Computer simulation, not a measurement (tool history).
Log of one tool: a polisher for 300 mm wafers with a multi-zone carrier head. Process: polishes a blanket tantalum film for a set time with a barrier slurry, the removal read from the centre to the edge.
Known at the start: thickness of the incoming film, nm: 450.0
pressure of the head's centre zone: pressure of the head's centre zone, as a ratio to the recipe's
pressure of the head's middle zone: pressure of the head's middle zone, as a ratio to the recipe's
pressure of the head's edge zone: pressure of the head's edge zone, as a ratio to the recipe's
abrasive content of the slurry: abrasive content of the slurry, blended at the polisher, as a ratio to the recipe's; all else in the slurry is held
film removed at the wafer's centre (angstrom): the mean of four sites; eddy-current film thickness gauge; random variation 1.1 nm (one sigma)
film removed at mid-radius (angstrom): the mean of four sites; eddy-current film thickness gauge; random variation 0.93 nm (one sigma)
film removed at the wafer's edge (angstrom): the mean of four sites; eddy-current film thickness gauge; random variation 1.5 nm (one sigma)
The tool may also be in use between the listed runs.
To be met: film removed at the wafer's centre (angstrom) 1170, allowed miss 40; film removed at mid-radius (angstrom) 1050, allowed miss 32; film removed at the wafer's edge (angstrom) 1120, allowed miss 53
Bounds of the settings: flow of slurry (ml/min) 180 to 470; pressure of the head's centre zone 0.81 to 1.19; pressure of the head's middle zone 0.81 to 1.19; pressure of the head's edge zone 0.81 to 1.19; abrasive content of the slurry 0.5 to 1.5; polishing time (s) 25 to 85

run	day	flow of slurry (ml/min)	pressure of the head's centre zone	pressure of the head's middle zone	pressure of the head's edge zone	abrasive content of the slurry	polishing time (s)	film removed at the wafer's centre (angstrom)	film removed at mid-radius (angstrom)	film removed at the wafer's edge (angstrom)
1	0	300	1	1	1	1	55	795.01	776.91	770.04
2	0.371	300	0.93	1	1	1	55	734.16	773.07	755.86
3	0.567	300	0.93	1	0.96	1	55	733.19	761.16	749.91
4	0.821	300	0.93	1	0.96	0.8	55	706.26	714.19	731.8
# day 1.121: centre zone pressure recalibrated
5	1.121	300	0.93	1	0.91	0.8	55	648.83	724.29	688.06
6	1.433	300	0.93	1.01	0.99	1	58	746.39	812.3	810.03
7	1.688	295	0.98	1	1.04	1.15	60	825.91	866.88	855.25
8	1.758	305	1.02	0.97	1.07	1.25	63	937.28	893.57	934.42
9	1.933	305	1.02	0.97	1.07	1.25	63	919.75	878.95	960.61
10	2.258	330	1.12	1.06	1.17	1.5	65	1114.4	1059.9	1055

4 next moves are on the table. One of them brings every result within its allowed miss. Which?
A	2.583	305	1.15	1.12	1.16	1.5	62	?	?	?
B	2.583	290	1.12	1.19	1.07	1.25	64	?	?	?
C	2.583	355	1.12	1.07	1.14	1.5	65	?	?	?
D	2.583	335	1.13	1.01	1.16	1.35	70	?	?	?

move	film removed at the wafer's centre (angstrom)	film removed at mid-radius (angstrom)	film removed at the wafer's edge (angstrom)
A	1070.4	1026.4	1000.5
B	1031	1070	957.04
C	1108.6	1049.2	1052.6
D	1172.4	1048.2	1114.7
A: further off than the last run
B: further off than the last run
C: further off than the last run
D: meets every target
Move D is the one to make.

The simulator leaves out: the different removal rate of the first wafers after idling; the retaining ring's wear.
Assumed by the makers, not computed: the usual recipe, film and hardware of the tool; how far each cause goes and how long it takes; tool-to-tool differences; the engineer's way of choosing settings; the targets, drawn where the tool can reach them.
